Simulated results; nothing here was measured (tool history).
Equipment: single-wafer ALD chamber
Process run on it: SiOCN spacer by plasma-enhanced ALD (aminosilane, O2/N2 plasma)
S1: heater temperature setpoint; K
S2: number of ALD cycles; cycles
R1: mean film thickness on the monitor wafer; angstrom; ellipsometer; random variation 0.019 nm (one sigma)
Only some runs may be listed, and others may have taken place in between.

{"run": 1, "day": 0.0, "S1": 678.15, "S2": 111, "R1": 68.604}
{"run": 2, "day": 0.229, "S1": 680.15, "S2": 108, "R1": 66.289}
{"run": 3, "day": 0.375, "S1": 680.15, "S2": 99, "R1": 60.845}
{"run": 4, "day": 0.688, "S1": 682.15, "S2": 98, "R1": 59.249}
{"run": 5, "day": 0.821, "S1": 684.15, "S2": 98, "R1": 59.121}
{"run": 6, "day": 1.15, "S1": 686.15, "S2": 97, "R1": 57.71}
{"run": 7, "day": 1.325, "S1": 688.15, "S2": 97, "R1": 57.902}

For run 8, what comes out?
{"run": 8, "day": 1.704, "S1": 694.15, "S2": 88, "R1": "?"}

R1: 51.095 angstrom

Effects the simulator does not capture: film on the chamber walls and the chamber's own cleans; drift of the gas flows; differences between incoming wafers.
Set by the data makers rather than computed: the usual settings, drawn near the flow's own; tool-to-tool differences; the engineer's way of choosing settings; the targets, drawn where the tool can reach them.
